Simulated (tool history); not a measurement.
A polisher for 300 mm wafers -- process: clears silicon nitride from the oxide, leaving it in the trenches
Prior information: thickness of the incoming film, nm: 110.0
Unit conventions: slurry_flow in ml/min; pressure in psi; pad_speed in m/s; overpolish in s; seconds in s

run 1 day=0.000 | slurry_flow=195 pressure=3.3 pad_speed=1.26 overpolish=5 | seconds=108.890
run 2 day=0.038 | slurry_flow=195 pressure=3.3 pad_speed=1.40 overpolish=5 | seconds=99.137
run 3 day=0.071 | slurry_flow=195 pressure=3.3 pad_speed=1.18 overpolish=5 | seconds=114.850
run 4 day=0.392 | slurry_flow=220 pressure=3.3 pad_speed=1.18 overpolish=5 | seconds=114.100
run 5 day=0.667 | slurry_flow=220 pressure=3.3 pad_speed=1.18 overpolish=5 | seconds=115.580
run 6 day=0.996 | slurry_flow=220 pressure=2.9 pad_speed=1.12 overpolish=5 | seconds=135.180
run 7 day=1.179 | slurry_flow=220 pressure=2.6 pad_speed=1.06 overpolish=5 | seconds=158.200
run 8 day=1.400 | slurry_flow=220 pressure=2.6 pad_speed=1.06 overpolish=5 | seconds=159.270
run 9 day=1.471 | slurry_flow=215 pressure=1.6 pad_speed=0.90 overpolish=5 | seconds=301.320
run 10 day=1.642 | slurry_flow=225 pressure=1.6 pad_speed=0.90 overpolish=5 | seconds=301.830
run 11 day=2.000 | slurry_flow=225 pressure=1.7 pad_speed=0.90 overpolish=5 | seconds=273.060
run 12 day=2.038 | slurry_flow=230 pressure=1.7 pad_speed=0.90 overpolish=5 | seconds=282.800
run 13 day=2.142 | slurry_flow=230 pressure=1.8 pad_speed=0.90 overpolish=5 | seconds=259.520

For run 14, what comes out?
run 14 day=2.312 | slurry_flow=235 pressure=1.8 pad_speed=0.90 overpolish=5 | seconds=?

{"run 14": {"seconds": 263.6}}

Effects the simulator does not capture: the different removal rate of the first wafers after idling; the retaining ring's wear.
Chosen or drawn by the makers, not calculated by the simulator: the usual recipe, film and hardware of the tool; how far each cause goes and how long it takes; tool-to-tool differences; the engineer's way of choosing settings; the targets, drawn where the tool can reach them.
